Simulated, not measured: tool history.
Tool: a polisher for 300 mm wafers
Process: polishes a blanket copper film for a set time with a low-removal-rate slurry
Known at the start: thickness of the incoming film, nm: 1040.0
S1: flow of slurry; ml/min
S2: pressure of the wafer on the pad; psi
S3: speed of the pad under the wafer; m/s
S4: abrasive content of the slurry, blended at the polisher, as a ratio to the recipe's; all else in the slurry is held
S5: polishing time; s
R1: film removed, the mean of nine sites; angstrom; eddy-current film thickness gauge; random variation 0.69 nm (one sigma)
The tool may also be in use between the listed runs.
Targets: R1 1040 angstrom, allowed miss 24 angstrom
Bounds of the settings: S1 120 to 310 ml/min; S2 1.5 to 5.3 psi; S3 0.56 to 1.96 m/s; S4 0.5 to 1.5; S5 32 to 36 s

run 1 hour=0 | S1=200 S2=3.4 S3=1.26 S4=1 S5=36 | R1=1319.3
run 2 hour=8 | S1=195 S2=3.2 S3=1.26 S4=1 S5=36 | R1=1245.1
run 3 hour=10.3 | S1=190 S2=3.1 S3=1.26 S4=1 S5=36 | R1=1206.5
run 4 hour=14.3 | S1=185 S2=3 S3=1.26 S4=1 S5=36 | R1=1155.4
run 5 hour=20.4 | S1=175 S2=2.9 S3=1.26 S4=1 S5=36 | R1=1104.5
run 6 hour=27.1 | S1=165 S2=2.9 S3=1.26 S4=1 S5=36 | R1=1101.5
run 7 hour=34.2 | S1=160 S2=2.9 S3=1.26 S4=1 S5=36 | R1=1106.1
-- hour=38.5 worn pad replaced by a new one
run 8 hour=38.5 | S1=155 S2=2.9 S3=1.26 S4=1 S5=36 | R1=1196.6

4 next moves are on the table. One of them brings every result within its allowed miss. Which?
run A hour=42.8 | S1=185 S2=1.8 S3=1.6 S4=1.15 S5=36 | R1=?
run B hour=42.8 | S1=130 S2=2.4 S3=1.46 S4=0.8 S5=32 | R1=?
run C hour=42.8 | S1=165 S2=2.9 S3=1.18 S4=0.95 S5=32 | R1=?
run D hour=42.8 | S1=155 S2=3.2 S3=1.1 S4=1.15 S5=32 | R1=?

move=A R1=1002.1
move=B R1=973.65
move=C R1=1002.1
move=D R1=1052.3
A: takes the result that was furthest off past its target
B: takes the result that was furthest off past its target
C: takes the result that was furthest off past its target
D: meets every target
Answer: D
